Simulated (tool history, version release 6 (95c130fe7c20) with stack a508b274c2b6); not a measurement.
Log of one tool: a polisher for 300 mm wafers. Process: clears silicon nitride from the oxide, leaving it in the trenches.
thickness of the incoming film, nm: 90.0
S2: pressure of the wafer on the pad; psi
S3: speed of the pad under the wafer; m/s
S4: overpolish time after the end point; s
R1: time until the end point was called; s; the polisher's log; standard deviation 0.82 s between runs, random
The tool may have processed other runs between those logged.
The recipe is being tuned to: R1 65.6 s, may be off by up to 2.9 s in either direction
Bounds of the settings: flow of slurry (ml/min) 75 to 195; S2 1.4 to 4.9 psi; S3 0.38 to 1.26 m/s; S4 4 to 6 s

{"run": 1, "hour": 0.0, "flow of slurry (ml/min)": 125, "S2": 3.1, "S3": 0.82, "S4": 6, "R1": 120.66}
{"run": 2, "hour": 8.3, "flow of slurry (ml/min)": 155, "S2": 3.1, "S3": 0.82, "S4": 6, "R1": 115.61}
{"run": 3, "hour": 9.1, "flow of slurry (ml/min)": 145, "S2": 3.1, "S3": 0.82, "S4": 6, "R1": 115.92}
{"run": 4, "hour": 17.3, "flow of slurry (ml/min)": 145, "S2": 3.1, "S3": 0.82, "S4": 6, "R1": 114.8}
{"run": 5, "hour": 18.1, "flow of slurry (ml/min)": 145, "S2": 3.1, "S3": 0.82, "S4": 6, "R1": 118}
{"run": 6, "hour": 26.4, "flow of slurry (ml/min)": 120, "S2": 3.1, "S3": 0.82, "S4": 6, "R1": 121.49}
{"run": 7, "hour": 30.1, "flow of slurry (ml/min)": 125, "S2": 3.7, "S3": 0.82, "S4": 6, "R1": 101.93}
{"run": 8, "hour": 34.2, "flow of slurry (ml/min)": 130, "S2": 4.1, "S3": 0.84, "S4": 6, "R1": 87.197}
{"run": 9, "hour": 36.4, "flow of slurry (ml/min)": 135, "S2": 4.4, "S3": 0.84, "S4": 6, "R1": 80.144}
{"run": 10, "hour": 42.7, "flow of slurry (ml/min)": 140, "S2": 4.6, "S3": 0.86, "S4": 6, "R1": 75.636}
{"run": 11, "hour": 49.2, "flow of slurry (ml/min)": 140, "S2": 4.7, "S3": 0.88, "S4": 6, "R1": 72.329}
{"run": 12, "hour": 55.5, "flow of slurry (ml/min)": 140, "S2": 4.8, "S3": 0.9, "S4": 6, "R1": 69.516}
{"run": 13, "hour": 59.7, "flow of slurry (ml/min)": 140, "S2": 4.8, "S3": 0.92, "S4": 6, "R1": 67.844}
{"run": 14, "hour": 64.0, "flow of slurry (ml/min)": 140, "S2": 4.8, "S3": 0.92, "S4": 6, "R1": 68.673}

Which single option among these 5 for the next run brings every result within its allowed miss of target? Just one does.
{"run": "A", "hour": 68.3, "flow of slurry (ml/min)": 115, "S2": 4.9, "S3": 0.9, "S4": 4, "R1": "?"}
{"run": "B", "hour": 68.3, "flow of slurry (ml/min)": 140, "S2": 4.1, "S3": 1.02, "S4": 6, "R1": "?"}
{"run": "C", "hour": 68.3, "flow of slurry (ml/min)": 150, "S2": 4.9, "S3": 0.84, "S4": 6, "R1": "?"}
{"run": "D", "hour": 68.3, "flow of slurry (ml/min)": 150, "S2": 4.5, "S3": 0.86, "S4": 5, "R1": "?"}
{"run": "E", "hour": 68.3, "flow of slurry (ml/min)": 170, "S2": 4.5, "S3": 1, "S4": 5, "R1": "?"}

move=A R1=72.423
move=B R1=73.048
move=C R1=73.131
move=D R1=77.7
move=E R1=65.646
A: lands further from the targets than the last run did
B: lands further from the targets than the last run did
C: lands further from the targets than the last run did
D: lands further from the targets than the last run did
E: all results in spec
The move that meets every target is E.
